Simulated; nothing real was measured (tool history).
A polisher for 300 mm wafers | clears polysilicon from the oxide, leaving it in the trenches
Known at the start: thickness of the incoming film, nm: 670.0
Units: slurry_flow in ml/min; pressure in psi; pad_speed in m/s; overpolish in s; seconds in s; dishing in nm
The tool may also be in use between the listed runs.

Run 1, hour 0.0: slurry_flow 315 ml/min, pressure 1.7 psi, pad_speed 0.78 m/s, overpolish 25 s. Result: seconds 113.70 s, dishing 77.794 nm.
Run 2, hour 2.0: slurry_flow 315 ml/min, pressure 1.7 psi, pad_speed 0.78 m/s, overpolish 30 s. Result: seconds 115.33 s, dishing 83.743 nm.
Run 3, hour 10.8: slurry_flow 315 ml/min, pressure 1.7 psi, pad_speed 0.62 m/s, overpolish 30 s. Result: seconds 142.77 s, dishing 79.067 nm.
Run 4, hour 16.0: slurry_flow 315 ml/min, pressure 1.7 psi, pad_speed 0.56 m/s, overpolish 30 s. Result: seconds 156.33 s, dishing 74.482 nm.
Run 5, hour 19.3: slurry_flow 315 ml/min, pressure 1.6 psi, pad_speed 0.56 m/s, overpolish 28 s. Result: seconds 163.40 s, dishing 67.839 nm.
Run 6, hour 22.4: slurry_flow 315 ml/min, pressure 1.5 psi, pad_speed 0.56 m/s, overpolish 28 s. Result: seconds 174.44 s, dishing 70.133 nm.
Run 7, hour 26.6: slurry_flow 315 ml/min, pressure 1.5 psi, pad_speed 0.56 m/s, overpolish 28 s. Result: seconds 178.76 s, dishing 65.855 nm.
Run 8, hour 33.3: slurry_flow 315 ml/min, pressure 1.5 psi, pad_speed 0.56 m/s, overpolish 27 s. Result: seconds 177.87 s, dishing 66.073 nm.

Run 9 comes next. What will it give?
Run 9, hour 41.3: slurry_flow 315 ml/min, pressure 1.5 psi, pad_speed 0.56 m/s, overpolish 26 s. Result: seconds ?, dishing ?.

{"run 9": {"seconds": 174.95, "dishing": 64.961}}

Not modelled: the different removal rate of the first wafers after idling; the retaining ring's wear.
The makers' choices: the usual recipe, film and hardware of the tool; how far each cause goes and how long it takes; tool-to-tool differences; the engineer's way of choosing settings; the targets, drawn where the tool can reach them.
